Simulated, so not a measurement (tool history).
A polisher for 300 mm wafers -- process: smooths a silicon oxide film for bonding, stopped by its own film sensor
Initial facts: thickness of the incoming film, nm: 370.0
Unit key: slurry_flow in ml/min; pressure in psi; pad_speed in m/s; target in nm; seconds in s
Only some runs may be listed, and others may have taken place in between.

Run 1, hour 0: slurry_flow 160 ml/min, pressure 1.4 psi, pad_speed 0.84 m/s, slurry_solids 1, target 346 nm. Result: seconds 69.479 s.
Run 2, hour 1.2: slurry_flow 160 ml/min, pressure 1.4 psi, pad_speed 0.84 m/s, slurry_solids 1.2, target 346 nm. Result: seconds 64.57 s.
Run 3, hour 8.4: slurry_flow 140 ml/min, pressure 1.4 psi, pad_speed 0.84 m/s, slurry_solids 1.2, target 346 nm. Result: seconds 65.334 s.
Run 4, hour 11.8: slurry_flow 140 ml/min, pressure 1.4 psi, pad_speed 1.02 m/s, slurry_solids 1.2, target 346 nm. Result: seconds 57.087 s.
Run 5, hour 14.6: slurry_flow 140 ml/min, pressure 1.3 psi, pad_speed 1.02 m/s, slurry_solids 1.2, target 346 nm. Result: seconds 58.749 s.
At hour 19.7: slurry blender recalibrated.
Run 6, hour 19.7: slurry_flow 140 ml/min, pressure 1.3 psi, pad_speed 1.02 m/s, slurry_solids 1.4, target 346 nm. Result: seconds 52.094 s.

Run 7 comes next. What will it give?
Run 7, hour 24.2: slurry_flow 140 ml/min, pressure 0.9 psi, pad_speed 0.96 m/s, slurry_solids 1.4, target 346 nm. Result: seconds ?.

seconds: 76.765 s
